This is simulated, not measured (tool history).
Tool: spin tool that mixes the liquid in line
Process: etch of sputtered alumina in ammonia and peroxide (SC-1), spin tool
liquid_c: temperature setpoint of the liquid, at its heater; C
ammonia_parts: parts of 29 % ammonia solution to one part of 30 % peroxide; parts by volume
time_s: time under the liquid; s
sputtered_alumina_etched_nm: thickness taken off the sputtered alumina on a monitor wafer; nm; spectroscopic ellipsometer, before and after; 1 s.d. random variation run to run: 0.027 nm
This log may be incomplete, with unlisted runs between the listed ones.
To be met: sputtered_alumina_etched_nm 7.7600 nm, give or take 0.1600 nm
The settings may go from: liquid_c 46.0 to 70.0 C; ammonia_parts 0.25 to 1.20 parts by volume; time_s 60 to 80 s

run 1 day=0.000 | liquid_c=62.0 ammonia_parts=0.95 time_s=80 | sputtered_alumina_etched_nm=9.5951
run 2 day=0.067 | liquid_c=61.5 ammonia_parts=0.95 time_s=80 | sputtered_alumina_etched_nm=9.4177
run 3 day=0.188 | liquid_c=61.5 ammonia_parts=0.85 time_s=80 | sputtered_alumina_etched_nm=9.2981
run 4 day=0.538 | liquid_c=61.5 ammonia_parts=0.70 time_s=80 | sputtered_alumina_etched_nm=9.1633
run 5 day=0.792 | liquid_c=61.5 ammonia_parts=0.55 time_s=80 | sputtered_alumina_etched_nm=8.9785
run 6 day=1.108 | liquid_c=65.5 ammonia_parts=0.55 time_s=80 | sputtered_alumina_etched_nm=10.9450
run 7 day=1.333 | liquid_c=65.5 ammonia_parts=0.55 time_s=80 | sputtered_alumina_etched_nm=10.8400
run 8 day=1.562 | liquid_c=57.5 ammonia_parts=0.55 time_s=80 | sputtered_alumina_etched_nm=7.2749

Which of these 5 next moves meets every target?
run A day=1.792 | liquid_c=58.5 ammonia_parts=0.25 time_s=80 | sputtered_alumina_etched_nm=?
run B day=1.792 | liquid_c=58.0 ammonia_parts=0.50 time_s=80 | sputtered_alumina_etched_nm=?
run C day=1.792 | liquid_c=59.0 ammonia_parts=0.45 time_s=80 | sputtered_alumina_etched_nm=?
run D day=1.792 | liquid_c=65.0 ammonia_parts=0.25 time_s=60 | sputtered_alumina_etched_nm=?
run E day=1.792 | liquid_c=57.0 ammonia_parts=0.50 time_s=80 | sputtered_alumina_etched_nm=?

move=A sputtered_alumina_etched_nm=7.1073
move=B sputtered_alumina_etched_nm=7.3958
move=C sputtered_alumina_etched_nm=7.7123
move=D sputtered_alumina_etched_nm=7.4154
move=E sputtered_alumina_etched_nm=7.0194
A: moves away from the targets compared with the last run
B: an improvement on the last run, though not all results are within tolerance
C: each result inside its tolerance
D: an improvement on the last run, though not all results are within tolerance
E: moves away from the targets compared with the last run
The move that meets every target is C.
